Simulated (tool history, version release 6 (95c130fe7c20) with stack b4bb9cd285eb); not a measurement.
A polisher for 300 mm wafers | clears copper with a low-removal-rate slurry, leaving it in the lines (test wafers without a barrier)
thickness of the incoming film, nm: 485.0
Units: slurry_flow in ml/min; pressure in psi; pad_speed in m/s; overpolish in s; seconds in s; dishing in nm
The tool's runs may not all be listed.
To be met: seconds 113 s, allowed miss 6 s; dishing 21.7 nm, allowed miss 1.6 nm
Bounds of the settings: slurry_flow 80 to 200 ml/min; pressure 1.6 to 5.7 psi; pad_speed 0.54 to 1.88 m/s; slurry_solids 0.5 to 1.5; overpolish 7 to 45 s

| run | hour | slurry_flow | pressure | pad_speed | slurry_solids | overpolish | seconds | dishing |
|---|---|---|---|---|---|---|---|---|
| 1 | 0 | 130 | 3.6 | 1.2 | 1 | 23 | 139.05 | 39.977 |
| 2 | 5.5 | 130 | 3.5 | 1.24 | 1 | 21 | 139.26 | 35.615 |
| 3 | 8.5 | 110 | 3.5 | 1.24 | 1 | 21 | 148.05 | 35.027 |
| 4 | 17 | 115 | 3.4 | 1.3 | 1 | 19 | 138.4 | 33.738 |
| 5 | 21.3 | 115 | 3.4 | 1.02 | 1 | 19 | 174.89 | 27.524 |
| 6 | 29.2 | 125 | 3.4 | 1.02 | 1.05 | 17 | 168.71 | 26.023 |
| 7 | 30.1 | 135 | 3.4 | 1.02 | 1.1 | 16 | 162.55 | 25.67 |
| 8 | 32.7 | 170 | 3.2 | 1.22 | 1.35 | 7 | 136.74 | 14.517 |
| 9 | 34.1 | 170 | 3.3 | 1.22 | 1.35 | 7 | 135.32 | 14.55 |
| 10 | 36.6 | 170 | 3.4 | 1.22 | 1.35 | 7 | 133.78 | 14.756 |
| 11 | 40.4 | 170 | 3.5 | 1.22 | 1.3 | 7 | 127.27 | 15.586 |
| 12 | 47.3 | 170 | 3.6 | 1.22 | 1.3 | 7 | 125.93 | 15.536 |
| 13 | 52.2 | 165 | 3.7 | 1.22 | 1.3 | 7 | 127.37 | 16.309 |
| 14 | 58 | 165 | 3.8 | 1.22 | 1.3 | 7 | 123.31 | 16.811 |
| 15 | 63.3 | 165 | 3.9 | 1.22 | 1.3 | 7 | 118.89 | 17.249 |
| 16 | 70.3 | 165 | 4 | 1.22 | 1.3 | 7 | 114.4 | 16.965 |
| 17 | 74.6 | 165 | 4 | 1.24 | 1.3 | 16 | 114.63 | 34.75 |
| 18 | 79.5 | 165 | 3.9 | 1.26 | 1.25 | 15 | 115.36 | 31.916 |
| 19 | 82 | 165 | 3.9 | 1.36 | 1 | 7 | 113.2 | 16.955 |

5 next moves are on the table. One of them brings every result within its allowed miss. Which?
| A | 84.5 | 175 | 3.5 | 1.58 | 0.9 | 7 | ? | ? |
| B | 84.5 | 170 | 4.2 | 1.42 | 1 | 7 | ? | ? |
| C | 84.5 | 160 | 3.5 | 1.36 | 1 | 9 | ? | ? |
| D | 84.5 | 150 | 4 | 1.4 | 0.9 | 11 | ? | ? |
| E | 84.5 | 120 | 3.6 | 1.58 | 1.1 | 9 | ? | ? |

| move | seconds | dishing |
|---|---|---|
| A | 114.25 | 17.709 |
| B | 105.31 | 19.121 |
| C | 128.34 | 19.92 |
| D | 115.53 | 25.917 |
| E | 114.4 | 22.003 |
A: nearer than the last run, and not there yet
B: nearer than the last run, and not there yet
C: nearer than the last run, and not there yet
D: takes the result that was furthest off past its target
E: meets every target
Answer: E
